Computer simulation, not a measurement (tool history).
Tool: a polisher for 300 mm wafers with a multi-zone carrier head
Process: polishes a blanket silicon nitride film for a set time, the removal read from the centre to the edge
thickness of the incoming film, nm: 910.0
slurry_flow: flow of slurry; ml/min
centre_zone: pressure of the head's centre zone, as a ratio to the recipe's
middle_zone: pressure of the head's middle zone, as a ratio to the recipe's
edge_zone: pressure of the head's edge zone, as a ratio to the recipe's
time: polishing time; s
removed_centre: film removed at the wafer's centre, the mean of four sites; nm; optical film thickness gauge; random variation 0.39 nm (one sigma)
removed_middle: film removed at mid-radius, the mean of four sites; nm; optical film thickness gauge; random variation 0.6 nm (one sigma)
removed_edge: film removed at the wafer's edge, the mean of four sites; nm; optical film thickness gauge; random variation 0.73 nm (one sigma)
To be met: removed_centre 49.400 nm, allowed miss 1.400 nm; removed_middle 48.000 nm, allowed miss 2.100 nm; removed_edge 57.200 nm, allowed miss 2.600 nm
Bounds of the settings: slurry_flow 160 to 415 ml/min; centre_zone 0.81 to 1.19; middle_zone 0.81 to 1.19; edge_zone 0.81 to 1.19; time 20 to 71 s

run	hour	slurry_flow	centre_zone	middle_zone	edge_zone	time	removed_centre	removed_middle	removed_edge
1	0.0	265	1.00	1.00	1.00	45	61.062	60.752	63.691
2	8.5	265	1.00	1.00	1.00	41	55.506	55.619	56.654
3	15.2	300	1.00	1.00	1.00	41	55.657	57.722	55.223
4	20.2	300	1.00	1.00	1.00	47	64.999	64.672	65.752
5	28.1	300	1.00	1.00	1.00	38	51.678	54.556	53.162
6	34.9	300	0.92	1.00	1.00	38	48.729	52.758	51.647
7	38.6	290	0.92	0.99	1.01	38	48.189	52.461	52.939
8	45.6	285	0.92	0.98	1.01	38	48.687	50.791	52.956
9	50.5	280	0.92	0.98	1.02	38	48.496	50.951	52.939
10	53.5	280	0.92	0.98	1.02	38	48.616	51.957	52.622
11	57.3	270	0.92	0.97	1.03	38	48.458	50.610	53.536

Which of these 5 next moves meets every target?
A	61.1	280	1.01	0.97	0.89	39	?	?	?
B	61.1	190	0.86	0.87	1.10	41	?	?	?
C	61.1	275	0.97	0.97	1.03	36	?	?	?
D	61.1	235	0.86	0.83	1.01	42	?	?	?
E	61.1	310	0.86	0.87	1.14	38	?	?	?

move	removed_centre	removed_middle	removed_edge
A	53.149	53.199	50.571
B	46.664	48.320	56.219
C	47.507	49.004	49.759
D	49.633	49.266	56.767
E	46.596	47.875	55.755
A: further off than the last run
B: brings the result that was furthest off to its target, and leaves another outside
C: further off than the last run
D: meets every target
E: brings the result that was furthest off to its target, and leaves another outside
Move D is the one to make.
